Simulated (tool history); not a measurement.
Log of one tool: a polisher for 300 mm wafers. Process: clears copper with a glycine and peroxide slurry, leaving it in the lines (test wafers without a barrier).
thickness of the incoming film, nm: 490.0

run  hour  flow of slurry (ml/min)  pressure of the wafer on the pad (kPa)  speed of the pad under the wafer (cm/s)  overpolish time after the end point (s)  time until the end point was called (s)  dishing of a wide line in a test structure (Å)
  1   0.0                      170                                    15.9                                       84                                       29                                  142.920                                          545.35
  2   4.1                      170                                    15.9                                       64                                       29                                  171.030                                          479.58
  3  13.0                      170                                    15.9                                       64                                       35                                  171.630                                          546.79
  4  15.1                      175                                    18.6                                       72                                       33                                  138.730                                          603.02
  5  17.5                      175                                    18.6                                       94                                       33                                  113.530                                          664.07
  6  23.3                      175                                    18.6                                      114                                       33                                   96.261                                          702.18
  7  24.9                      175                                    19.3                                      114                                       34                                   93.922                                          731.78
  8  32.1                      175                                    20.0                                      114                                       34                                   89.438                                          729.84

Forecast run 9:
     40.2  -- worn pad replaced by a new one
  9  40.2                      175                                    20.0                                      114                                       34                                        ?                                               ?

{"run 9": {"time until the end point was called (s)": 81.644, "dishing of a wide line in a test structure (Å)": 762.53}}
